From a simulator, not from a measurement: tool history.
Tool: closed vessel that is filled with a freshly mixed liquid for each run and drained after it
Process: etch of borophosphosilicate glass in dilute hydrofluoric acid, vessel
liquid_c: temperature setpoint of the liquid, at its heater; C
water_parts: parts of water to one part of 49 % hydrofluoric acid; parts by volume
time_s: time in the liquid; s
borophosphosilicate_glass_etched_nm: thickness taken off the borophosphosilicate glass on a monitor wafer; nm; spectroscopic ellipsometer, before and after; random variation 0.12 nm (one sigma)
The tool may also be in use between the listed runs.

| run | day | liquid_c | water_parts | time_s | borophosphosilicate_glass_etched_nm |
|---|---|---|---|---|---|
| 1 | 0 | 20 | 145 | 35 | 9.5331 |
| 2 | 0.267 | 20 | 145 | 30 | 8.3011 |
| 3 | 0.558 | 20 | 145 | 35 | 9.7243 |
| 4 | 0.738 | 21.5 | 140 | 35 | 10.664 |
| 5 | 0.875 | 21.5 | 115 | 35 | 13.43 |
| 6 | 0.992 | 22 | 115 | 35 | 13.689 |

Run 7 comes next. What will it give?
| 7 | 1.121 | 22.5 | 115 | 35 | ? |

Run 7 gave borophosphosilicate_glass_etched_nm 13.927 nm.
